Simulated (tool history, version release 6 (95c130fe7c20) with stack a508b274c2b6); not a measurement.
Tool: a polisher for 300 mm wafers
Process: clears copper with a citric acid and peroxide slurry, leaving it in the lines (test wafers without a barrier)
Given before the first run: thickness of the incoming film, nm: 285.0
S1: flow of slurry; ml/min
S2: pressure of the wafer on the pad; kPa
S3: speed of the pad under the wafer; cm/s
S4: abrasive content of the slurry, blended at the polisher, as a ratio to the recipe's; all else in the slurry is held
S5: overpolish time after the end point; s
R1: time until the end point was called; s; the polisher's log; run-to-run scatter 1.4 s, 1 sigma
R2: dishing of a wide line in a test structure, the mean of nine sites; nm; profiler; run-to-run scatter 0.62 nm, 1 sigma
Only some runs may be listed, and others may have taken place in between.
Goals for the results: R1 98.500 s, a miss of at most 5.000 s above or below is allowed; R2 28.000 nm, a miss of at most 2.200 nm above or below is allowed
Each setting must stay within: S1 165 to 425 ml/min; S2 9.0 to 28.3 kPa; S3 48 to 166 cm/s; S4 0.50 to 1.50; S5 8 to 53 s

| run | hour | S1 | S2 | S3 | S4 | S5 | R1 | R2 |
|---|---|---|---|---|---|---|---|---|
| 1 | 0.0 | 275 | 18.6 | 106 | 1.00 | 27 | 153.730 | 38.972 |
| 2 | 4.8 | 275 | 18.6 | 106 | 1.00 | 31 | 153.050 | 42.128 |
| 3 | 6.1 | 275 | 19.3 | 110 | 1.00 | 26 | 145.230 | 38.753 |
| 4 | 12.2 | 275 | 19.3 | 126 | 1.00 | 26 | 128.490 | 43.760 |
| 5 | 13.3 | 275 | 19.3 | 140 | 1.00 | 26 | 114.090 | 47.547 |
| 6 | 20.7 | 275 | 19.3 | 140 | 1.00 | 33 | 112.050 | 56.405 |
| 7 | 29.2 | 270 | 19.3 | 146 | 1.00 | 28 | 110.360 | 50.918 |
| 8 | 30.2 | 265 | 19.3 | 150 | 1.00 | 24 | 108.050 | 46.579 |
| 9 | 33.4 | 340 | 19.3 | 152 | 1.10 | 11 | 99.659 | 24.887 |
| 10 | 40.9 | 335 | 19.3 | 152 | 1.10 | 11 | 97.475 | 25.241 |
| 11 | 45.6 | 330 | 19.3 | 152 | 1.10 | 11 | 101.490 | 25.964 |

Which one of the following 5 next-run settings gets every result inside its allowed miss? There is exactly one.
| A | 50.3 | 295 | 18.6 | 144 | 1.20 | 13 | ? | ? |
| B | 50.3 | 420 | 17.2 | 158 | 0.95 | 13 | ? | ? |
| C | 50.3 | 360 | 17.9 | 146 | 1.15 | 14 | ? | ? |
| D | 50.3 | 315 | 20.0 | 148 | 1.20 | 12 | ? | ? |
| E | 50.3 | 325 | 22.1 | 122 | 1.15 | 15 | ? | ? |

| move | R1 | R2 |
|---|---|---|
| A | 108.740 | 28.237 |
| B | 109.650 | 27.936 |
| C | 110.440 | 29.705 |
| D | 98.148 | 28.889 |
| E | 108.100 | 32.470 |
A: the worst result of the last run now meets its target, but another is out of spec
B: the worst result of the last run now meets its target, but another is out of spec
C: the worst result of the last run now meets its target, but another is out of spec
D: each result inside its tolerance
E: takes the biggest miss from the last run beyond its target
D meets every target.
